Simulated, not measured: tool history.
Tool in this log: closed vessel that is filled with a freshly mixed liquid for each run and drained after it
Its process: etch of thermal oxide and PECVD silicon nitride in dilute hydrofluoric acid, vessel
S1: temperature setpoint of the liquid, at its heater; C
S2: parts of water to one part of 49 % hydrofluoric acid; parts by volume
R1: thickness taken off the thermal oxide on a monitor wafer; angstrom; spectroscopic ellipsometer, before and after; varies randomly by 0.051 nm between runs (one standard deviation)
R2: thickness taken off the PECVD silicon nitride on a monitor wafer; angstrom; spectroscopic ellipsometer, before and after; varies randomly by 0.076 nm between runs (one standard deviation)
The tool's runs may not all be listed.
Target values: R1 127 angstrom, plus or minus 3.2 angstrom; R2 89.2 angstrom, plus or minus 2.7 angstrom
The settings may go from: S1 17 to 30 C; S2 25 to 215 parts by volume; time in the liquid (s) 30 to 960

Run 1, hour 0: S1 22 C, S2 120 parts by volume, time in the liquid (s) 490. Result: R1 171.12 angstrom, R2 131.16 angstrom.
Run 2, hour 2.2: S1 22 C, S2 160 parts by volume, time in the liquid (s) 490. Result: R1 122.33 angstrom, R2 98.958 angstrom.
Run 3, hour 6.8: S1 22 C, S2 190 parts by volume, time in the liquid (s) 490. Result: R1 100.24 angstrom, R2 81.945 angstrom.
Run 4, hour 9.1: S1 24.5 C, S2 190 parts by volume, time in the liquid (s) 490. Result: R1 110 angstrom, R2 98.186 angstrom.
At hour 14.5: hydrofluoric acid flow meter replaced.
Run 5, hour 14.5: S1 23 C, S2 175 parts by volume, time in the liquid (s) 480. Result: R1 103.91 angstrom, R2 89.429 angstrom.
Run 6, hour 22.9: S1 21.5 C, S2 160 parts by volume, time in the liquid (s) 475. Result: R1 107.79 angstrom, R2 86.363 angstrom.
Run 7, hour 29.4: S1 21 C, S2 145 parts by volume, time in the liquid (s) 465. Result: R1 115.9 angstrom, R2 88.543 angstrom.
Run 8, hour 33.2: S1 19.5 C, S2 115 parts by volume, time in the liquid (s) 435. Result: R1 133.22 angstrom, R2 96.087 angstrom.

Which of these 5 next moves meets every target?
Run A, hour 37: S1 18.5 C, S2 120 parts by volume, time in the liquid (s) 455. Result: R1 ?, R2 ?.
Run B, hour 37: S1 17 C, S2 55 parts by volume, time in the liquid (s) 220. Result: R1 ?, R2 ?.
Run C, hour 37: S1 17.5 C, S2 105 parts by volume, time in the liquid (s) 430. Result: R1 ?, R2 ?.
Run D, hour 37: S1 19 C, S2 155 parts by volume, time in the liquid (s) 590. Result: R1 ?, R2 ?.
Run E, hour 37: S1 17.5 C, S2 100 parts by volume, time in the liquid (s) 410. Result: R1 ?, R2 ?.

move      R1      R2
   A  126.55  88.776
   B  134.41  82.441
   C   133.2  89.144
   D  125.07  92.896
   E  134.05  89.114
A: every result within its allowed miss
B: carries the result that was furthest off beyond its target, to the other side
C: puts the biggest miss on target and leaves a different result outside tolerance
D: better than the last run, though not everything is in spec
E: puts the biggest miss on target and leaves a different result outside tolerance
Answer: A
